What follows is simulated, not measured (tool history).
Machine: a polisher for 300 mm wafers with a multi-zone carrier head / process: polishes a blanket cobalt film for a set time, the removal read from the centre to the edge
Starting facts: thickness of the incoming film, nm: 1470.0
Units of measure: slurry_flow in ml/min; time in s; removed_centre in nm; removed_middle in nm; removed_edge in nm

{"run": 1, "hour": 0.0, "slurry_flow": 225, "centre_zone": 1, "middle_zone": 1, "edge_zone": 1, "time": 64, "removed_centre": 137.14, "removed_middle": 135.59, "removed_edge": 137.6}
{"run": 2, "hour": 7.1, "slurry_flow": 225, "centre_zone": 1, "middle_zone": 1, "edge_zone": 0.96, "time": 64, "removed_centre": 136.73, "removed_middle": 138.16, "removed_edge": 132.66}
{"run": 3, "hour": 12.1, "slurry_flow": 225, "centre_zone": 1, "middle_zone": 1.06, "edge_zone": 0.96, "time": 64, "removed_centre": 138.18, "removed_middle": 142.91, "removed_edge": 132.94}
{"run": 4, "hour": 15.2, "slurry_flow": 225, "centre_zone": 1, "middle_zone": 1.06, "edge_zone": 1.03, "time": 64, "removed_centre": 138.5, "removed_middle": 145.78, "removed_edge": 134}
{"run": 5, "hour": 18.4, "slurry_flow": 220, "centre_zone": 0.99, "middle_zone": 1.06, "edge_zone": 1.03, "time": 64, "removed_centre": 135.92, "removed_middle": 142.35, "removed_edge": 138.14}
{"run": 6, "hour": 21.7, "slurry_flow": 215, "centre_zone": 0.98, "middle_zone": 1.06, "edge_zone": 1.01, "time": 63, "removed_centre": 133.48, "removed_middle": 140.83, "removed_edge": 132.77}
{"run": 7, "hour": 30.6, "slurry_flow": 185, "centre_zone": 0.9, "middle_zone": 1.04, "edge_zone": 1, "time": 62, "removed_centre": 114.55, "removed_middle": 131.61, "removed_edge": 125.34}
{"run": 8, "hour": 36.2, "slurry_flow": 190, "centre_zone": 0.91, "middle_zone": 1.04, "edge_zone": 1, "time": 62, "removed_centre": 119.03, "removed_middle": 130.51, "removed_edge": 127.75}
{"run": 9, "hour": 38.1, "slurry_flow": 190, "centre_zone": 0.91, "middle_zone": 1.04, "edge_zone": 1, "time": 62, "removed_centre": 117.47, "removed_middle": 133.92, "removed_edge": 127.92}

The next listed run, before its measurement:
{"run": 10, "hour": 40.3, "slurry_flow": 195, "centre_zone": 0.91, "middle_zone": 1.04, "edge_zone": 1, "time": 62, "removed_centre": "?", "removed_middle": "?", "removed_edge": "?"}

{"run 10": {"removed_centre": 116.5, "removed_middle": 130.98, "removed_edge": 129.21}}
